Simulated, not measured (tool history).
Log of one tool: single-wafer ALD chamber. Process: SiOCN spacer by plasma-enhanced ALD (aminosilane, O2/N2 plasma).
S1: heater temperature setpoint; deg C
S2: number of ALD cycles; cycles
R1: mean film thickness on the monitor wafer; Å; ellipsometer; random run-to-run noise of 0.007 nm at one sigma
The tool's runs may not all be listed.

run 1 day=0 | S1=390 S2=50 | R1=31.766
run 2 day=0.192 | S1=384 S2=50 | R1=31.849
run 3 day=0.479 | S1=384 S2=49 | R1=31.134
run 4 day=0.6 | S1=384 S2=48 | R1=30.648
run 5 day=0.925 | S1=384 S2=47 | R1=29.857
run 6 day=1.167 | S1=384 S2=51 | R1=32.353

What does the tool deliver on the next run?
run 7 day=1.342 | S1=384 S2=50 | R1=?

R1: 31.915 Å
